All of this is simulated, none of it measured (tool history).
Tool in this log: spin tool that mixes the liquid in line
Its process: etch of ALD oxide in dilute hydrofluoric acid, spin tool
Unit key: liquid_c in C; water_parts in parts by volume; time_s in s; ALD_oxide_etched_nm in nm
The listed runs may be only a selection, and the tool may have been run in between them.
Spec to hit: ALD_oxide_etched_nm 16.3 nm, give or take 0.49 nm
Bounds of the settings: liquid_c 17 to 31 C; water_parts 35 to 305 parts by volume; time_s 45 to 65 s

run  hour  liquid_c  water_parts  time_s  ALD_oxide_etched_nm
  1     0        23          170      65               5.3043
  2   2.6      25.5          130      65               8.0587
  3   3.2        27          110      65               10.258
  4   5.8      28.5          110      65                10.81
  5  13.5      28.5          110      65               10.802
  6  18.4        29           95      65               12.986
  7  21.2        29           95      65               13.089
  8    22        29           95      65               13.061
  9    31      29.5           90      65               14.189
 10  38.3      29.5           90      65               14.163
 11  40.5        30           90      65               14.249
 12  46.8      30.5           85      65               15.781

Which single option among these 4 for the next run brings every result within its allowed miss of target? Just one does.
  A  53.1      28.5           55      45                    ?
  B  53.1        30           75      65                    ?
  C  53.1      29.5           75      65                    ?
  D  53.1        31           80      65                    ?

move  ALD_oxide_etched_nm
   A               16.413
   B               17.897
   C               17.556
   D               17.301
A: hits every target within its allowed miss
B: carries the result that was furthest off beyond its target, to the other side
C: carries the result that was furthest off beyond its target, to the other side
D: carries the result that was furthest off beyond its target, to the other side
So the answer is move A, the one that meets all the targets.
